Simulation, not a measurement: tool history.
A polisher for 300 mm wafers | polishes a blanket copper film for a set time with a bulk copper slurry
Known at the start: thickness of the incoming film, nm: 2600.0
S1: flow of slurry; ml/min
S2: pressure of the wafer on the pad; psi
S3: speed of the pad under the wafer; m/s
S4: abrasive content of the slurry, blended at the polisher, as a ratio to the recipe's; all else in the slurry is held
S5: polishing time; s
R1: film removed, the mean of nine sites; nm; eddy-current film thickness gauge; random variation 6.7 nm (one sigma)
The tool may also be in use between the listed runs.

run    day   S1   S2    S3  S4  S5      R1
  1      0  315  2.7  0.98   1  88  800.56
  2  0.375  315  2.4  0.96   1  88  716.47
  3  0.592  315  2.4  0.96   1  93  761.18
  4  0.633  315  2.7  0.96   1  93  813.25
  5  0.742  245  2.7  0.96   1  93  814.06
  6  0.933  245  2.4  0.94   1  93  711.11

Run 7 comes next. What will it give?
  7  1.275  245  2.2  0.94   1  93   ?

R1: 678.01 nm

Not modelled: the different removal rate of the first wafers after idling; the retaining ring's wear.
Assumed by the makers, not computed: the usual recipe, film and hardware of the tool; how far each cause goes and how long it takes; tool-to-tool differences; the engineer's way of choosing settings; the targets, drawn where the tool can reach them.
